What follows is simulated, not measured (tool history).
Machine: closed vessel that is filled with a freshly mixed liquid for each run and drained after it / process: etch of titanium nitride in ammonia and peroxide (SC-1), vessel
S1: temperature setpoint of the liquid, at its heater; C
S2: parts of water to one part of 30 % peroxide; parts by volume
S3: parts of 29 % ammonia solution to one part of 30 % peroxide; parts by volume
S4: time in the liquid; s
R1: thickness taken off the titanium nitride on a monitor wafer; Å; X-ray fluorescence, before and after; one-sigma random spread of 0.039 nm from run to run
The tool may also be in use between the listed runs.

Run 1, hour 0.0: S1 58.0 C, S2 10.0 parts by volume, S3 0.85 parts by volume, S4 90 s. Result: R1 105.180 Å.
Run 2, hour 4.8: S1 56.0 C, S2 10.0 parts by volume, S3 0.85 parts by volume, S4 90 s. Result: R1 92.104 Å.
Run 3, hour 7.1: S1 56.0 C, S2 11.5 parts by volume, S3 0.85 parts by volume, S4 90 s. Result: R1 86.388 Å.
Run 4, hour 9.2: S1 56.0 C, S2 13.5 parts by volume, S3 0.85 parts by volume, S4 90 s. Result: R1 78.833 Å.
Run 5, hour 17.7: S1 55.0 C, S2 13.5 parts by volume, S3 0.85 parts by volume, S4 90 s. Result: R1 73.449 Å.
Run 6, hour 19.8: S1 55.0 C, S2 17.0 parts by volume, S3 0.85 parts by volume, S4 90 s. Result: R1 65.447 Å.
Run 7, hour 29.0: S1 54.5 C, S2 17.0 parts by volume, S3 0.85 parts by volume, S4 90 s. Result: R1 61.957 Å.
Run 8, hour 31.1: S1 54.0 C, S2 17.0 parts by volume, S3 0.85 parts by volume, S4 90 s. Result: R1 61.028 Å.
Run 9, hour 32.2: S1 53.5 C, S2 17.0 parts by volume, S3 0.85 parts by volume, S4 90 s. Result: R1 58.616 Å.
Run 10, hour 39.3: S1 53.0 C, S2 17.0 parts by volume, S3 0.85 parts by volume, S4 90 s. Result: R1 57.589 Å.

Forecast run 11:
Run 11, hour 41.8: S1 52.5 C, S2 17.0 parts by volume, S3 0.85 parts by volume, S4 90 s. Result: R1 ?.

R1: 54.725 Å
